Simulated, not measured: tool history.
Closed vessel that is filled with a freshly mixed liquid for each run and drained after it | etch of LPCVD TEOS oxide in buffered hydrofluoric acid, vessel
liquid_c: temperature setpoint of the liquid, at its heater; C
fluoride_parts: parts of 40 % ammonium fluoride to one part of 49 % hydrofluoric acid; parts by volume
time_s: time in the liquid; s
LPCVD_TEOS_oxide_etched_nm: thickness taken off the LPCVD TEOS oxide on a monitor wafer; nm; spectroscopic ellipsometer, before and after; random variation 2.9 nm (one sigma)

run	day	liquid_c	fluoride_parts	time_s	LPCVD_TEOS_oxide_etched_nm
1	0	23	16.5	90	235.98
2	0.083	23	14	90	274.02
3	0.258	25.5	14	90	316.57
4	0.604	25.5	16	90	280.14
5	0.842	25.5	16	90	277.88
6	1.067	25.5	16	95	298.34
7	1.142	27.5	16	95	325.08
8	1.392	28.5	15.5	95	356.25
9	1.7	29.5	15.5	95	376.92

Forecast run 10:
10	2.071	30	15.5	95	?

LPCVD_TEOS_oxide_etched_nm: 392.05 nm

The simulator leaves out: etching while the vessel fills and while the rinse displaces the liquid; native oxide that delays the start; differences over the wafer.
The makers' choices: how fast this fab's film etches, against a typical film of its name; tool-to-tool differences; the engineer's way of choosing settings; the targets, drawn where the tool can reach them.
